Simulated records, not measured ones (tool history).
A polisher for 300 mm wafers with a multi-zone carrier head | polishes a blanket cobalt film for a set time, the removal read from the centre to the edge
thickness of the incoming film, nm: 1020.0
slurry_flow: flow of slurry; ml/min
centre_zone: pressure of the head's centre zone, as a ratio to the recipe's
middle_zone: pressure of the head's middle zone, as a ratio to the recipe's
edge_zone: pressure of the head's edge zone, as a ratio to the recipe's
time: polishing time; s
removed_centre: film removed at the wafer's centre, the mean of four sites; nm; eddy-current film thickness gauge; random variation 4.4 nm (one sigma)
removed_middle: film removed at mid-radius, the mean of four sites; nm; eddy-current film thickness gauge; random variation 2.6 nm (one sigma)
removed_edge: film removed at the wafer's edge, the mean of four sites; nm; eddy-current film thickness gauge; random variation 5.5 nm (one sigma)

run,day,slurry_flow,centre_zone,middle_zone,edge_zone,time,removed_centre,removed_middle,removed_edge
1,0,205,1,1,1,58,274.34,279.78,283.92
2,0.217,180,1,1,1,58,265.19,270.83,286.8
3,0.425,180,1.07,1,1,58,288.79,269.96,284.86
4,0.521,180,1.11,1,1,58,302.92,268.98,277.18
5,0.729,135,1.11,1,1,58,278.08,254.62,262.34
6,0.95,180,1.1,1.05,1.05,60,298.62,288.62,294.18
7,1.292,210,1.11,1.08,1.08,62,338.3,320.8,306.95
8,1.508,225,1.09,1.08,1.11,64,344.7,328.16,330.74

The next listed run, before its measurement:
9,1.783,240,1.08,1.1,1.13,65,?,?,?

removed_centre: 343.57 nm
removed_middle: 343.19 nm
removed_edge: 348.54 nm
